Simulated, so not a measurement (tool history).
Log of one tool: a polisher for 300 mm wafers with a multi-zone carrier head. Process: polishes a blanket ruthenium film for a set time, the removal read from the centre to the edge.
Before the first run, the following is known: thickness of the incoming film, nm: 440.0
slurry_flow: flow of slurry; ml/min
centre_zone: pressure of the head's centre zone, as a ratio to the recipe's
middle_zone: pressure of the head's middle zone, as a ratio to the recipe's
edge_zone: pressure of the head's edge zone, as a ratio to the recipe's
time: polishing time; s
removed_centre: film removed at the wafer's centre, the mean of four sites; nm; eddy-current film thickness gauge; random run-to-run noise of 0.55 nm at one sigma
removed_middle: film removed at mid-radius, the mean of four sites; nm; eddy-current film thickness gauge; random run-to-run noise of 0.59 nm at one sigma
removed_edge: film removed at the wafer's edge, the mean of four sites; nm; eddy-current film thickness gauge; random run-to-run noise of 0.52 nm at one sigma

run 1 day=0 | slurry_flow=200 centre_zone=1 middle_zone=1 edge_zone=1 time=53 | removed_centre=71.813 removed_middle=73.515 removed_edge=71.304
run 2 day=0.212 | slurry_flow=185 centre_zone=0.94 middle_zone=0.96 edge_zone=1 time=51 | removed_centre=62.785 removed_middle=66.815 removed_edge=66.962
run 3 day=0.329 | slurry_flow=185 centre_zone=1.03 middle_zone=0.96 edge_zone=1 time=51 | removed_centre=69.273 removed_middle=67.286 removed_edge=67.997
run 4 day=0.496 | slurry_flow=185 centre_zone=0.97 middle_zone=0.96 edge_zone=1 time=51 | removed_centre=66.988 removed_middle=67.769 removed_edge=67.994
run 5 day=0.604 | slurry_flow=170 centre_zone=0.92 middle_zone=0.95 edge_zone=1.04 time=49 | removed_centre=58.83 removed_middle=63.439 removed_edge=64.762
run 6 day=0.671 | slurry_flow=160 centre_zone=0.88 middle_zone=0.93 edge_zone=1.05 time=49 | removed_centre=55.133 removed_middle=61.237 removed_edge=64.659

Run 7 comes next. What will it give?
run 7 day=0.725 | slurry_flow=155 centre_zone=0.86 middle_zone=0.92 edge_zone=1.04 time=49 | removed_centre=? removed_middle=? removed_edge=?

Run 7 gave removed_centre 53.805 nm, removed_middle 60.329 nm, removed_edge 64.575 nm.
